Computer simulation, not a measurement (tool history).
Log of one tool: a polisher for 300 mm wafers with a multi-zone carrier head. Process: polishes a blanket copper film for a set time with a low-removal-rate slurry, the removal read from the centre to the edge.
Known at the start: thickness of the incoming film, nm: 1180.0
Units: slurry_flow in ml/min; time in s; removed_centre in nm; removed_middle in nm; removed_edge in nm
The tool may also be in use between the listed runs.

run	day	slurry_flow	centre_zone	middle_zone	edge_zone	slurry_solids	time	removed_centre	removed_middle	removed_edge
1	0.000	135	1.00	1.00	1.00	1.00	70	255.75	249.20	252.52
2	0.288	135	0.93	1.00	1.00	1.00	70	237.31	249.53	251.97
3	0.396	135	0.93	1.00	1.00	1.00	57	198.46	202.86	204.89
4	0.583	135	0.93	1.00	1.00	1.20	57	207.94	213.49	215.61
5	0.758	135	0.93	1.00	1.00	1.20	42	156.69	157.51	157.21
6	0.967	135	0.93	1.00	1.00	1.20	32	115.02	118.99	119.73
7	1.129	150	0.89	0.94	1.10	1.45	51	194.44	195.94	211.71
8	1.488	155	0.90	0.93	1.12	1.45	57	221.51	216.35	241.31

Run 9 comes next. What will it give?
9	1.625	160	0.91	0.94	1.14	1.45	61	?	?	?

Run 9 gave removed_centre 236.49 nm, removed_middle 238.94 nm, removed_edge 261.19 nm.
